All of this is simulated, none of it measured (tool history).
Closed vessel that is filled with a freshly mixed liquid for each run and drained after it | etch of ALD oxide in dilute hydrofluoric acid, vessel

run,hour,temperature setpoint of the liquid (°C),parts of water to one part of 49 % hydrofluoric acid (parts by volume),time in the liquid (s),thickness taken off the ALD oxide on a monitor wafer (angstrom)
1,0.0,21.0,105,35,54.399
2,7.0,24.5,105,35,62.408
3,11.8,25.5,100,35,68.621
4,18.8,26.5,95,35,76.280
5,24.6,26.5,130,35,52.665
6,29.1,25.5,130,35,50.896
7,37.8,26.5,115,35,61.522

Run 8 comes next. What will it give?
8,38.9,27.0,105,35,?

Run 8 gave thickness taken off the ALD oxide on a monitor wafer (angstrom) 68.804.
